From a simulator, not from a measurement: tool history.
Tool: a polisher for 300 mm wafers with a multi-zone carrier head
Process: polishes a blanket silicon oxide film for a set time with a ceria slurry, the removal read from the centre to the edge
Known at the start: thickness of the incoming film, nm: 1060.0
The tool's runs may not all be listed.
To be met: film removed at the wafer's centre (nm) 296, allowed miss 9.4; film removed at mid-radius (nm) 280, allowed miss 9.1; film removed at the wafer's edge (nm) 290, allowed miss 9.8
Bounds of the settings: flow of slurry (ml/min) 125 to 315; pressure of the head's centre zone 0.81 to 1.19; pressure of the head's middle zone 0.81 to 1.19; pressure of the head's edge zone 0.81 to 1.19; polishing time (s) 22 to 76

run,hour,flow of slurry (ml/min),pressure of the head's centre zone,pressure of the head's middle zone,pressure of the head's edge zone,polishing time (s),film removed at the wafer's centre (nm),film removed at mid-radius (nm),film removed at the wafer's edge (nm)
1,0,205,1,1,1,49,409.44,398.48,406.35
2,2,200,0.99,0.97,0.96,45,373.25,359.31,360.6
3,5.1,180,0.99,0.97,0.96,45,364.81,348.83,364.25
4,8,190,0.97,0.94,0.93,43,352.81,336.06,339.9
5,13.9,180,0.95,0.91,0.91,42,329.51,319.98,326.74
6,14.7,180,0.95,0.91,0.91,51,401.02,393.96,397.98
7,18.7,180,0.95,0.91,0.91,51,397.28,383.21,397.97
8,27.3,175,0.94,0.89,0.89,47,353.76,354.68,359.89
9,30,175,0.95,0.87,0.88,44,338.22,324.61,336.31
10,32.2,175,0.95,0.86,0.87,42,326.36,307.51,317.85
11,33.6,170,0.94,0.85,0.86,41,312.69,299.05,312.24
12,36,170,0.94,0.84,0.85,40,309.26,292.47,300.64

5 next moves are on the table. One of them brings every result within its allowed miss. Which?
A,38.4,195,1.09,0.88,0.84,36,?,?,?
B,38.4,190,0.95,0.88,0.81,40,?,?,?
C,38.4,155,0.95,0.82,0.85,43,?,?,?
D,38.4,140,0.95,0.83,0.89,41,?,?,?
E,38.4,130,0.96,0.86,0.82,41,?,?,?

move,film removed at the wafer's centre (nm),film removed at mid-radius (nm),film removed at the wafer's edge (nm)
A,327.5,274.78,273.83
B,316.77,304.21,299.26
C,325.79,304.02,318.38
D,302.49,284.73,303.71
E,299.05,284.08,290.51
A: further off than the last run
B: further off than the last run
C: further off than the last run
D: brings the result that was furthest off to its target, and leaves another outside
E: meets every target
Answer: E
